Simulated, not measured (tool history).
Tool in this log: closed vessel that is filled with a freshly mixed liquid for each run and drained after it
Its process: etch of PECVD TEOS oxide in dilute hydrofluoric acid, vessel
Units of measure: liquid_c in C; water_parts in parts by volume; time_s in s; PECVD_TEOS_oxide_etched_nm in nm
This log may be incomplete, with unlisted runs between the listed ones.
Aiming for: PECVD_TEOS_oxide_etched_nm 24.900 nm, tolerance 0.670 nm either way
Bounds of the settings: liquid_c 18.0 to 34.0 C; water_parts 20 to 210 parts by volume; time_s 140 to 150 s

run	hour	liquid_c	water_parts	time_s	PECVD_TEOS_oxide_etched_nm
1	0.0	26.0	115	140	27.917
2	4.1	26.0	75	140	44.805
3	8.3	24.0	80	140	38.755
4	14.2	26.0	80	140	41.972
5	18.6	24.0	85	140	36.048
6	26.1	22.5	90	140	32.098
7	30.3	21.5	90	140	30.678
8	35.7	20.5	90	140	29.263
9	41.5	20.0	90	140	29.129
10	48.9	19.5	90	140	28.333
11	52.0	19.0	90	140	27.830
12	56.1	18.5	90	140	27.289

Below are 5 possible settings for the next run. Only one of them brings all results inside the allowed miss of their targets. Which is it?
A	60.2	18.0	95	140	?
B	60.2	20.0	95	150	?
C	60.2	18.0	90	140	?
D	60.2	21.0	100	140	?
E	60.2	19.0	115	150	?

move	PECVD_TEOS_oxide_etched_nm
A	25.189
B	29.329
C	26.732
D	26.939
E	22.748
A: every result lands within tolerance
B: the biggest miss grows against the last run
C: moves toward the targets from the last run without getting all of them in spec
D: moves toward the targets from the last run without getting all of them in spec
E: takes the biggest miss from the last run beyond its target
A is the move that brings every result within its allowed miss.
